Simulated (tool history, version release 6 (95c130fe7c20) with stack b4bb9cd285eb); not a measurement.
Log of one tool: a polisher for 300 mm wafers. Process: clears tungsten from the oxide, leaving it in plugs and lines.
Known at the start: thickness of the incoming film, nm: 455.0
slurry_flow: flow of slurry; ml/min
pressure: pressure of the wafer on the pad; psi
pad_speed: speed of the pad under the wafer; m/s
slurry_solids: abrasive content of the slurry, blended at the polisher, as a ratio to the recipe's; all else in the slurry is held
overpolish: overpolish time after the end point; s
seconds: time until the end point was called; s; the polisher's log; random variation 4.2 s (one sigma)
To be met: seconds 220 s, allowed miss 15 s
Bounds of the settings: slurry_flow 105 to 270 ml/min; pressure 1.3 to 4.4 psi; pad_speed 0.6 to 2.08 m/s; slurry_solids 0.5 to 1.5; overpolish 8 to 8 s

run	hour	slurry_flow	pressure	pad_speed	slurry_solids	overpolish	seconds
1	0	175	2.8	1.34	1	8	87.219
2	1.3	175	2.8	1.34	1.15	8	83.401
3	9.5	170	2.4	1.18	1.15	8	102.88
4	10.6	165	2.1	1.02	1.1	8	139.79
5	12	165	2.1	1.02	1	8	137.16
6	15.1	165	2.1	0.78	1	8	167.71
7	16.1	165	1.9	0.76	1	8	192.78
8	21.4	165	1.8	0.76	1	8	199.87
9	26.6	165	1.8	0.76	1	8	191.03
10	27.9	165	1.7	0.76	1	8	194.1

Which of these 4 next moves meets every target?
A	29.2	165	1.5	0.6	0.95	8	?
B	29.2	180	1.7	0.62	1.05	8	?
C	29.2	155	1.5	0.62	1	8	?
D	29.2	185	1.3	0.8	0.8	8	?

move	seconds
A	258.42
B	221.5
C	250.47
D	245.36
A: takes the result that was furthest off past its target
B: meets every target
C: takes the result that was furthest off past its target
D: takes the result that was furthest off past its target
Move B is the one to make.
